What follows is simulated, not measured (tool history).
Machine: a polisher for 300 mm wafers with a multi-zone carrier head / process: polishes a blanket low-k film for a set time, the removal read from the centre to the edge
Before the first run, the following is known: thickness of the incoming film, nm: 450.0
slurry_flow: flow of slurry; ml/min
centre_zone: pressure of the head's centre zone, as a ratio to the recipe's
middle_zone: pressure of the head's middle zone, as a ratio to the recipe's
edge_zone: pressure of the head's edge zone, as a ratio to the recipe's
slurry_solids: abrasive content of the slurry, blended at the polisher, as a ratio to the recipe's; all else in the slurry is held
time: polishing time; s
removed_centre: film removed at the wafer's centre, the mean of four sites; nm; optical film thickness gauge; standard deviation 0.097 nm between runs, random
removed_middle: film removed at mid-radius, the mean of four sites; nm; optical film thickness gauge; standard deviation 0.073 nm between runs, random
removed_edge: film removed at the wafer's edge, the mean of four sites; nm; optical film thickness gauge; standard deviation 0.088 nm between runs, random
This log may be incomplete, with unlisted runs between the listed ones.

run	hour	slurry_flow	centre_zone	middle_zone	edge_zone	slurry_solids	time	removed_centre	removed_middle	removed_edge
1	0	310	1	1	1	1	34	12.9	13.335	13.377
2	2.3	310	1	1.01	0.97	0.85	31	10.547	10.67	10.946
3	3.9	380	1	1.01	0.97	0.85	31	10.869	11.04	11.061
4	12.7	380	1	1.01	0.97	0.9	31	11.409	11.542	11.454
5	15	400	1	1.04	0.94	0.8	29	9.3004	10.104	9.8012
6	20.6	450	1	1.04	0.94	0.8	29	9.7034	10.171	9.8658
# hour 22.2: edge zone pressure recalibrated
7	22.2	455	1.02	1.05	0.91	0.7	28	8.4375	8.9149	7.9226
8	25.1	455	1	1.03	0.89	0.65	28	7.8489	8.0386	7.2635

What will run 9 give?
9	31.5	455	0.98	1.03	0.88	0.65	28	?	?	?

Run 9 came out at removed_centre 7.6114 nm, removed_middle 8.1446 nm, removed_edge 7.3103 nm.

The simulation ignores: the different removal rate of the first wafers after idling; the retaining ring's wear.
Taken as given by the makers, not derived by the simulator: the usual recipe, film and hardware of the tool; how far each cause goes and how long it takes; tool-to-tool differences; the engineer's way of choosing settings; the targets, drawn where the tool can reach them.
